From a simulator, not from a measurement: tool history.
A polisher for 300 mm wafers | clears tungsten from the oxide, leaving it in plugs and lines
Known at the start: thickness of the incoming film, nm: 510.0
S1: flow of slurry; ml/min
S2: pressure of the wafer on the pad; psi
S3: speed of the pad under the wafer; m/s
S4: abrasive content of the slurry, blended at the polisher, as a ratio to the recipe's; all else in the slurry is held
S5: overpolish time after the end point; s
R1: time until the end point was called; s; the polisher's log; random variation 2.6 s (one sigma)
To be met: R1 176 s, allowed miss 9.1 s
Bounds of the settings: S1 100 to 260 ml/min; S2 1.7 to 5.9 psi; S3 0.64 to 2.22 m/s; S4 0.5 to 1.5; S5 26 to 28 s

| run | hour | S1 | S2 | S3 | S4 | S5 | R1 |
|---|---|---|---|---|---|---|---|
| 1 | 0 | 165 | 3.8 | 1.42 | 1 | 26 | 81.992 |
| 2 | 2.4 | 165 | 3.2 | 1.34 | 1 | 26 | 97.456 |
| 3 | 10.1 | 165 | 3.2 | 1.52 | 1 | 26 | 87.466 |
| 4 | 13.6 | 160 | 2.8 | 1.36 | 1 | 26 | 102.43 |
| 5 | 16.9 | 160 | 2.5 | 1.2 | 1 | 26 | 121.32 |
| 6 | 20.3 | 160 | 1.9 | 1.2 | 1 | 26 | 146.9 |
| 7 | 27.4 | 160 | 1.8 | 1.14 | 1 | 26 | 161.02 |
| 8 | 33 | 160 | 1.8 | 1.12 | 1 | 26 | 159.56 |
|  | 41.8 | head pressure recalibrated |
| 9 | 41.8 | 160 | 1.8 | 1.08 | 1 | 26 | 148.61 |
| 10 | 50.3 | 160 | 1.8 | 1.08 | 1 | 26 | 153.02 |
| 11 | 52.1 | 155 | 1.8 | 1 | 1 | 26 | 160.48 |

Which of these 4 next moves meets every target?
| A | 53.9 | 155 | 2.1 | 1.04 | 0.95 | 26 | ? |
| B | 53.9 | 130 | 2.5 | 0.72 | 1.05 | 28 | ? |
| C | 53.9 | 170 | 2.3 | 1 | 1.1 | 26 | ? |
| D | 53.9 | 130 | 1.9 | 1.2 | 0.85 | 28 | ? |

| move | R1 |
|---|---|
| A | 143.68 |
| B | 170.88 |
| C | 134.97 |
| D | 141.56 |
A: further off than the last run
B: meets every target
C: further off than the last run
D: further off than the last run
Answer: B
